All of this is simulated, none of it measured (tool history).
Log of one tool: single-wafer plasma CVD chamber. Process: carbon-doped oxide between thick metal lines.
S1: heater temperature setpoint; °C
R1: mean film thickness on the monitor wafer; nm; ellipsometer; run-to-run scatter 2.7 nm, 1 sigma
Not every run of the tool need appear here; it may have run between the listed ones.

Run 1, hour 0.0: S1 325 °C, chamber pressure (Pa) 747, RF power (W) 620, deposition time (s) 224. Result: R1 1348.8 nm.
Run 2, hour 7.0: S1 329 °C, chamber pressure (Pa) 747, RF power (W) 620, deposition time (s) 224. Result: R1 1322.7 nm.
Run 3, hour 8.8: S1 333 °C, chamber pressure (Pa) 723, RF power (W) 615, deposition time (s) 224. Result: R1 1300.2 nm.
Run 4, hour 12.9: S1 333 °C, chamber pressure (Pa) 723, RF power (W) 615, deposition time (s) 224. Result: R1 1300.8 nm.
Run 5, hour 20.5: S1 336 °C, chamber pressure (Pa) 697, RF power (W) 605, deposition time (s) 224. Result: R1 1265.9 nm.
Run 6, hour 25.3: S1 332 °C, chamber pressure (Pa) 697, RF power (W) 605, deposition time (s) 224. Result: R1 1283.1 nm.
Run 7, hour 34.1: S1 335 °C, chamber pressure (Pa) 676, RF power (W) 600, deposition time (s) 224. Result: R1 1257.3 nm.

Expected results for the next run?
Run 8, hour 38.7: S1 337 °C, chamber pressure (Pa) 664, RF power (W) 600, deposition time (s) 224. Result: R1 ?.

R1: 1251.2 nm
